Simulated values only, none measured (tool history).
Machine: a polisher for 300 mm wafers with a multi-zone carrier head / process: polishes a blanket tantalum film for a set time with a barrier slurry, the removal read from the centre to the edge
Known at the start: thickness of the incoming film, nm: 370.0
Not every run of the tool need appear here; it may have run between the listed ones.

| run | hour | flow of slurry (ml/min) | pressure of the head's centre zone | pressure of the head's middle zone | pressure of the head's edge zone | abrasive content of the slurry | polishing time (s) | film removed at the wafer's centre (nm) | film removed at mid-radius (nm) | film removed at the wafer's edge (nm) |
|---|---|---|---|---|---|---|---|---|---|---|
| 1 | 0.0 | 240 | 1.00 | 1.00 | 1.00 | 1.0 | 65 | 127.83 | 129.70 | 130.88 |
| 2 | 1.6 | 250 | 0.98 | 1.03 | 0.98 | 1.0 | 65 | 122.52 | 133.56 | 128.71 |
| 3 | 6.9 | 250 | 0.92 | 1.03 | 0.98 | 1.0 | 65 | 116.78 | 135.93 | 129.33 |
| 4 | 8.2 | 260 | 0.93 | 1.05 | 0.96 | 1.0 | 65 | 118.30 | 137.59 | 127.96 |
| 5 | 15.3 | 260 | 0.93 | 1.05 | 0.96 | 0.9 | 65 | 116.39 | 132.76 | 123.04 |
| 6 | 19.0 | 260 | 0.98 | 1.05 | 0.96 | 0.9 | 65 | 120.78 | 134.02 | 121.91 |
| 7 | 25.5 | 270 | 0.97 | 1.07 | 0.96 | 0.9 | 65 | 120.71 | 136.54 | 122.91 |
| 8 | 27.0 | 280 | 0.96 | 1.09 | 0.96 | 0.9 | 65 | 118.80 | 138.13 | 126.15 |
| 9 | 35.3 | 280 | 0.96 | 1.09 | 0.96 | 0.9 | 65 | 121.37 | 138.61 | 125.62 |

Run 10, settings as shown, results not yet in. Your forecast:
| 10 | 42.4 | 285 | 0.95 | 1.11 | 0.95 | 0.9 | 65 | ? | ? | ? |

{"run 10": {"film removed at the wafer's centre (nm)": 116.78, "film removed at mid-radius (nm)": 139.77, "film removed at the wafer's edge (nm)": 124.57}}
